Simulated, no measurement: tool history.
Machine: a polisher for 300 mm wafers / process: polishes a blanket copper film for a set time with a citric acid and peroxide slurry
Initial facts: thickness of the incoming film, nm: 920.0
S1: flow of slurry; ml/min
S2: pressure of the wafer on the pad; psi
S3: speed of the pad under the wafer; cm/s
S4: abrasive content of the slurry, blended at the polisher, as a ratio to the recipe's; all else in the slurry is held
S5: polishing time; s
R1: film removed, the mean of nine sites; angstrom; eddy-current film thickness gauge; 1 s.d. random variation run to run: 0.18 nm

Run 1, hour 0.0: S1 175 ml/min, S2 2.0 psi, S3 92 cm/s, S4 1.00, S5 48 s. Result: R1 719.70 angstrom.
Run 2, hour 1.3: S1 155 ml/min, S2 1.6 psi, S3 76 cm/s, S4 0.90, S5 48 s. Result: R1 457.72 angstrom.
Run 3, hour 2.6: S1 145 ml/min, S2 1.4 psi, S3 66 cm/s, S4 0.90, S5 48 s. Result: R1 351.69 angstrom.
Run 4, hour 7.7: S1 145 ml/min, S2 1.4 psi, S3 86 cm/s, S4 0.90, S5 48 s. Result: R1 453.49 angstrom.
Run 5, hour 13.9: S1 145 ml/min, S2 1.4 psi, S3 104 cm/s, S4 0.90, S5 48 s. Result: R1 539.48 angstrom.
Run 6, hour 17.0: S1 145 ml/min, S2 1.1 psi, S3 104 cm/s, S4 0.90, S5 48 s. Result: R1 437.23 angstrom.
Run 7, hour 18.0: S1 140 ml/min, S2 1.0 psi, S3 88 cm/s, S4 0.90, S5 48 s. Result: R1 335.18 angstrom.

The next listed run, before its measurement:
Run 8, hour 22.0: S1 120 ml/min, S2 0.9 psi, S3 62 cm/s, S4 0.85, S5 48 s. Result: R1 ?.

{"run 8": {"R1": 211.9}}
